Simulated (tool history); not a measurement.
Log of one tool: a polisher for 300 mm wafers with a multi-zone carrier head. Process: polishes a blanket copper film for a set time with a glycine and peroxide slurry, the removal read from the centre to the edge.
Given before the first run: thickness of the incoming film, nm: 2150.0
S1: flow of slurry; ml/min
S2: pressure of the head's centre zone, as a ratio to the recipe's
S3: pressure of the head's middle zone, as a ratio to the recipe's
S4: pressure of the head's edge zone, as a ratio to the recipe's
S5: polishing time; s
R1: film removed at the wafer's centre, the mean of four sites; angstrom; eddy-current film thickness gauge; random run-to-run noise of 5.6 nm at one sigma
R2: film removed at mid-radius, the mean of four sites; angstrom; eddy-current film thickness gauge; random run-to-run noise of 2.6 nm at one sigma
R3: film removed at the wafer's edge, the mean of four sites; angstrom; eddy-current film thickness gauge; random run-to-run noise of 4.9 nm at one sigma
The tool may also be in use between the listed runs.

run,hour,S1,S2,S3,S4,S5,R1,R2,R3
1,0.0,300,1.00,1.00,1.00,69,2635.4,2704.1,2671.7
2,1.2,240,1.00,1.00,1.00,69,2565.0,2619.1,2649.3
3,3.6,240,1.00,0.93,1.00,69,2625.7,2436.6,2599.0
4,10.1,245,1.04,0.97,1.03,73,2892.6,2677.1,2777.7
5,15.5,245,1.05,0.99,1.06,77,3107.0,2905.1,3008.0
6,17.4,245,1.01,0.99,1.06,77,2912.5,2859.2,3019.6
# hour 20.4: worn pad replaced by a new one
7,20.4,260,1.04,1.01,1.09,79,3438.2,3261.7,3392.9
8,28.7,275,1.04,1.01,1.09,79,3404.1,3292.1,3368.6

Estimate the outcome of run 9 from the log above:
9,30.4,290,1.04,1.01,1.10,79,?,?,?

R1: 3331.1 angstrom
R2: 3278.7 angstrom
R3: 3365.9 angstrom
